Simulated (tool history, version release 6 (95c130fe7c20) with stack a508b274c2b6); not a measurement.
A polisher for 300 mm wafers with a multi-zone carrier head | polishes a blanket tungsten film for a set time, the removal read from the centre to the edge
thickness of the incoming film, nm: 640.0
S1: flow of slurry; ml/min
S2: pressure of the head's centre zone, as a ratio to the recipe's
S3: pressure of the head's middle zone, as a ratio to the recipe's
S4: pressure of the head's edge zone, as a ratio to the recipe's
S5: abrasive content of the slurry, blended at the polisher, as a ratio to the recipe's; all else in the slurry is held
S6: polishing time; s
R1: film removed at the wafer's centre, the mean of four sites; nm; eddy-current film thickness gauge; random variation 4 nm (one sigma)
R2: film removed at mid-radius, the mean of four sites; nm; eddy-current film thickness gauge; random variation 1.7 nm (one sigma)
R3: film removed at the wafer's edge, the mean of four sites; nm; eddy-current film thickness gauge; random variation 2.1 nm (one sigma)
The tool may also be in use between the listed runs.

{"run": 1, "day": 0.0, "S1": 165, "S2": 1, "S3": 1, "S4": 1, "S5": 1, "S6": 42, "R1": 223.57, "R2": 212.37, "R3": 212.44}
{"run": 2, "day": 0.083, "S1": 180, "S2": 1.03, "S3": 1.03, "S4": 1, "S5": 1.05, "S6": 42, "R1": 232.32, "R2": 225.11, "R3": 221.69}
{"run": 3, "day": 0.388, "S1": 180, "S2": 1, "S3": 1.03, "S4": 1, "S5": 1.05, "S6": 42, "R1": 230.5, "R2": 223.11, "R3": 217.5}
{"run": 4, "day": 0.725, "S1": 180, "S2": 1, "S3": 1.08, "S4": 1, "S5": 1.05, "S6": 42, "R1": 232.32, "R2": 233.45, "R3": 217.62}
{"run": 5, "day": 0.921, "S1": 180, "S2": 1.08, "S3": 1.08, "S4": 1, "S5": 1.05, "S6": 42, "R1": 245.53, "R2": 235.12, "R3": 221.17}
{"run": 6, "day": 1.167, "S1": 180, "S2": 1.08, "S3": 1.15, "S4": 1, "S5": 1.05, "S6": 42, "R1": 246.52, "R2": 246.72, "R3": 217.99}
{"run": 7, "day": 1.271, "S1": 190, "S2": 1.1, "S3": 1.15, "S4": 0.99, "S5": 1.05, "S6": 42, "R1": 255.9, "R2": 248.31, "R3": 217.13}
{"run": 8, "day": 1.525, "S1": 200, "S2": 1.12, "S3": 1.16, "S4": 1, "S5": 1.05, "S6": 42, "R1": 263.82, "R2": 252.58, "R3": 222.98}
{"run": 9, "day": 1.65, "S1": 210, "S2": 1.13, "S3": 1.17, "S4": 1, "S5": 1.05, "S6": 42, "R1": 274.59, "R2": 256.32, "R3": 222.29}

Run 10 comes next. What will it give?
{"run": 10, "day": 1.783, "S1": 215, "S2": 1.13, "S3": 1.17, "S4": 1, "S5": 1.05, "S6": 42, "R1": "?", "R2": "?", "R3": "?"}

R1: 264.11 nm
R2: 256.97 nm
R3: 224.35 nm
